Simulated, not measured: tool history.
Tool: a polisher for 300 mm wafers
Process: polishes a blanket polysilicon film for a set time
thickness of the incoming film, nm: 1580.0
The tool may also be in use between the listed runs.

run  hour  flow of slurry (ml/min)  pressure of the wafer on the pad (kPa)  speed of the pad under the wafer (m/s)  polishing time (s)  film removed (nm)
  1   0.0                      265                                    23.4                                    0.98                  74             830.44
  2   1.0                      265                                    23.4                                    0.98                  78             878.35
  3   3.9                      270                                    24.1                                    0.98                  78             913.58
  4  12.3                      270                                    24.1                                    1.18                  78            1106.00
  5  21.2                      270                                    24.1                                    1.18                  74            1039.20
  6  28.3                      270                                    24.1                                    1.18                  78            1099.60

Forecast run 7:
  7  31.2                      275                                    24.1                                    1.18                  78                  ?

Run 7 gave film removed (nm) 1096.40.
